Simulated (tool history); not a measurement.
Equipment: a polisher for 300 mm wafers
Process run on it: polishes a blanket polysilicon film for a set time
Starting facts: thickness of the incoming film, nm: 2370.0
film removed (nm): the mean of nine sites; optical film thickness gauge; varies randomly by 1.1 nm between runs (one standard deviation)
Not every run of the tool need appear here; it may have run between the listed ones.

run  hour  flow of slurry (ml/min)  pressure of the wafer on the pad (psi)  speed of the pad under the wafer (cm/s)  polishing time (s)  film removed (nm)
  1   0.0                      310                                     2.9                                       98                  29             202.43
  2   7.0                      310                                     3.2                                       98                  29             216.42
  3  11.0                      310                                     3.2                                      110                  29             237.85
  4  19.4                      310                                     3.0                                      110                  29             229.55
  5  23.9                      310                                     3.0                                      110                  29             228.69
  6  27.8                      310                                     2.8                                      110                  29             216.85
  7  31.4                      310                                     2.6                                      110                  29             200.94
  8  34.4                      310                                     2.5                                      110                  29             198.14
  9  41.0                      310                                     2.4                                      110                  29             191.41

Estimate the outcome of run 10 from the log above:
 10  48.8                      310                                     2.3                                      110                  29                  ?

Run 10 gave film removed (nm) 185.48.
